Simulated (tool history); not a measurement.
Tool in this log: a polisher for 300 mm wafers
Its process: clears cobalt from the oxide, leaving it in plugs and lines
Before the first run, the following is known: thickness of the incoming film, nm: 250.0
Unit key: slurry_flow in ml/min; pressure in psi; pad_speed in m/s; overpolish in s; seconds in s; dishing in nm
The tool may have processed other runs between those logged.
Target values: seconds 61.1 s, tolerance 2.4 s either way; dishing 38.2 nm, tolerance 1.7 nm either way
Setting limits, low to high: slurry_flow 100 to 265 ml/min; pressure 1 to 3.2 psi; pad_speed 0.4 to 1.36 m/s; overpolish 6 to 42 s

run  hour  slurry_flow  pressure  pad_speed  overpolish  seconds  dishing
  1     0          170       2.1       0.88          21     66.5   50.247
  2   2.4          175       2.1       0.88          19   66.822   46.743
  3   8.2          175       2.1       0.88          10   67.715   29.575
  4  12.6          175       2.5       0.88          10   55.965    33.82
  5    21          175       2.5       0.88          17   56.083   48.359
  6  26.5          175       2.5       0.88          16   55.107   45.962
     28.5  -- worn pad replaced by a new one
  7  28.5          170       2.4       0.88          15   55.134   46.052
  8    32          175       2.1       0.86           8   61.535   25.857
  9  40.6          175       2.1       0.86           9   63.323   28.828
 10  47.3          175       2.1       0.86          10    63.12   30.812
 11  49.2          175       2.1       0.86          11   62.775   33.752
 12  55.7          175       2.2       0.84          12    60.44   36.377
 13  58.1          175       2.2        0.8          12   62.853   35.301

Pick the move, out of 5, that brings all results within their allowed miss; only one does.
  A  60.5          160       2.4        0.7          16        ?        ?
  B  60.5          160         2       0.96          13        ?        ?
  C  60.5          185       2.2       0.76          14        ?        ?
  D  60.5          145       2.5       0.74          15        ?        ?
  E  60.5          160       2.3        0.8          11        ?        ?

move  seconds  dishing
   A   65.827   42.783
   B   60.555   39.235
   C   65.438   39.159
   D   61.636   42.798
   E   61.563   34.302
A: carries the result that was furthest off beyond its target, to the other side
B: meets every target
C: puts the biggest miss on target and leaves a different result outside tolerance
D: carries the result that was furthest off beyond its target, to the other side
E: its largest miss is bigger than the last run's
Answer: B
